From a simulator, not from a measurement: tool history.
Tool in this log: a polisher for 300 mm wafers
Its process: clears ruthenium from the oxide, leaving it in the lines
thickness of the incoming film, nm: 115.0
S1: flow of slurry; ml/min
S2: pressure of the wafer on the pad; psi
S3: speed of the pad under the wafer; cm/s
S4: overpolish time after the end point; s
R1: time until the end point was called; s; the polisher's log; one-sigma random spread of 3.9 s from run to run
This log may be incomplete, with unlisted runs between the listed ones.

run	hour	S1	S2	S3	S4	R1
1	0.0	280	1.3	112	30	154.85
2	2.8	320	1.3	112	30	152.48
3	4.9	320	1.3	140	30	119.90
4	7.4	315	1.1	128	30	151.21
5	16.0	315	1.2	128	30	141.67
6	22.1	315	1.2	128	30	142.72
7	30.2	315	1.2	128	30	144.54
8	35.8	315	1.0	120	30	163.76
9	43.6	310	0.9	106	30	201.60
10	48.1	310	0.9	106	30	200.42

Predict the results of run 11:
# hour 52.0: head pressure recalibrated
11	52.0	310	0.8	100	30	?

R1: 206.32 s
